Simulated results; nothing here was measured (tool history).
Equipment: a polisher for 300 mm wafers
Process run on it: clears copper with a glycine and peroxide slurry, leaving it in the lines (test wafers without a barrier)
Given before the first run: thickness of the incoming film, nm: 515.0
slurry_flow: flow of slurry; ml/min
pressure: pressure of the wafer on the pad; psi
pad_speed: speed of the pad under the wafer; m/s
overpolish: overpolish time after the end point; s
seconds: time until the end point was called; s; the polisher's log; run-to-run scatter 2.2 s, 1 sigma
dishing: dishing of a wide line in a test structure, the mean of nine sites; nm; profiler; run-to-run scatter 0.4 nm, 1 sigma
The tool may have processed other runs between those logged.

run	hour	slurry_flow	pressure	pad_speed	overpolish	seconds	dishing
1	0	260	2.2	1.28	8	97.756	34.118
2	3.1	260	2.2	1.6	8	77.628	41.42
3	4.8	260	1.9	1.52	7	93.181	32.019
4	12.3	260	1.7	1.48	6	103.89	24.982
5	17.7	285	1.7	1.48	6	101.42	25.899
6	22.4	285	1.5	1.48	6	107.32	23.507
7	29.3	280	1	1.36	5	143.73	15.093

Forecast run 8:
8	33.8	285	1	1.36	5	?	?

For run 8 the tool returned seconds 147.24 s, dishing 14.765 nm.
